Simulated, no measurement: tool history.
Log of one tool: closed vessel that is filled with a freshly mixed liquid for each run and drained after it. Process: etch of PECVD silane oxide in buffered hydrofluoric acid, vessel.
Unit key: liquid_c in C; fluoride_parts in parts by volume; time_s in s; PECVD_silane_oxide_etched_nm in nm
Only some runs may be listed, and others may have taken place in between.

run 1 hour=0.0 | liquid_c=20.0 fluoride_parts=20.0 time_s=95 | PECVD_silane_oxide_etched_nm=64.320
run 2 hour=3.7 | liquid_c=20.0 fluoride_parts=20.0 time_s=95 | PECVD_silane_oxide_etched_nm=64.436
run 3 hour=4.9 | liquid_c=17.0 fluoride_parts=20.0 time_s=95 | PECVD_silane_oxide_etched_nm=53.581
run 4 hour=7.3 | liquid_c=20.0 fluoride_parts=19.0 time_s=95 | PECVD_silane_oxide_etched_nm=67.362
run 5 hour=14.1 | liquid_c=22.0 fluoride_parts=18.5 time_s=95 | PECVD_silane_oxide_etched_nm=77.068
-- hour=22.5 thermometer replaced
run 6 hour=22.5 | liquid_c=23.5 fluoride_parts=18.0 time_s=95 | PECVD_silane_oxide_etched_nm=96.119
run 7 hour=29.8 | liquid_c=23.5 fluoride_parts=18.0 time_s=95 | PECVD_silane_oxide_etched_nm=95.918
run 8 hour=35.9 | liquid_c=24.0 fluoride_parts=18.0 time_s=95 | PECVD_silane_oxide_etched_nm=98.442

What will run 9 give?
run 9 hour=39.1 | liquid_c=24.5 fluoride_parts=18.0 time_s=95 | PECVD_silane_oxide_etched_nm=?

PECVD_silane_oxide_etched_nm: 101.880 nm
